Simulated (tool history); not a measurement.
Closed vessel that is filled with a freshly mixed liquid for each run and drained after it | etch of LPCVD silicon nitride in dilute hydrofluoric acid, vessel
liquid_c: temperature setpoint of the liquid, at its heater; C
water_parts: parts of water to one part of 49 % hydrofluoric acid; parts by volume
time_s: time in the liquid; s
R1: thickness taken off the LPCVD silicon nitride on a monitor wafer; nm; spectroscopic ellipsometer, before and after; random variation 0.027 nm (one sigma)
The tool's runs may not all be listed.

Run 1, hour 0.0: liquid_c 23.0 C, water_parts 40 parts by volume, time_s 210 s. Result: R1 2.6120 nm.
Run 2, hour 8.4: liquid_c 23.0 C, water_parts 40 parts by volume, time_s 155 s. Result: R1 1.8915 nm.
Run 3, hour 17.1: liquid_c 25.0 C, water_parts 40 parts by volume, time_s 155 s. Result: R1 2.1713 nm.
Run 4, hour 22.4: liquid_c 25.0 C, water_parts 45 parts by volume, time_s 155 s. Result: R1 1.9587 nm.
Run 5, hour 28.9: liquid_c 26.5 C, water_parts 40 parts by volume, time_s 155 s. Result: R1 2.4325 nm.
Run 6, hour 32.3: liquid_c 26.5 C, water_parts 55 parts by volume, time_s 155 s. Result: R1 1.7560 nm.
Run 7, hour 40.0: liquid_c 27.5 C, water_parts 50 parts by volume, time_s 155 s. Result: R1 2.0659 nm.
Run 8, hour 44.0: liquid_c 28.5 C, water_parts 45 parts by volume, time_s 155 s. Result: R1 2.4271 nm.
Run 9, hour 46.6: liquid_c 28.5 C, water_parts 45 parts by volume, time_s 155 s. Result: R1 2.4316 nm.

Forecast run 10:
Run 10, hour 52.3: liquid_c 29.0 C, water_parts 45 parts by volume, time_s 155 s. Result: R1 ?.

R1: 2.5622 nm
